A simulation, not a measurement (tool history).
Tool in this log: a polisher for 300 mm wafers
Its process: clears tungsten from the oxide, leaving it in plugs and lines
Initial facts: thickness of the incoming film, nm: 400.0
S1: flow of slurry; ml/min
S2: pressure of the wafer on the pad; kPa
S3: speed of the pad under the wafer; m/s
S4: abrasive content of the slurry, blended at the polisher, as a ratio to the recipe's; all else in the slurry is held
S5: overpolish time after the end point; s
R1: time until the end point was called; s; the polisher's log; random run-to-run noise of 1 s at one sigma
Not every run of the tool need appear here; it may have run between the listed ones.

run	hour	S1	S2	S3	S4	S5	R1
1	0.0	250	17.2	1.42	1.0	5	96.824
2	3.8	250	17.9	1.42	1.0	5	95.086
3	4.6	250	18.6	1.42	1.0	5	90.949
4	5.4	250	18.6	1.42	1.0	5	88.982
# hour 6.8: head pressure recalibrated
5	6.8	250	19.3	1.42	1.0	5	91.696
6	10.9	250	22.1	1.42	1.0	5	82.370
7	12.2	250	22.8	1.42	1.0	5	80.566

Run 8 is up next; what results do you expect?
8	13.3	250	23.4	1.42	1.0	5	?

{"run 8": {"R1": 79.104}}

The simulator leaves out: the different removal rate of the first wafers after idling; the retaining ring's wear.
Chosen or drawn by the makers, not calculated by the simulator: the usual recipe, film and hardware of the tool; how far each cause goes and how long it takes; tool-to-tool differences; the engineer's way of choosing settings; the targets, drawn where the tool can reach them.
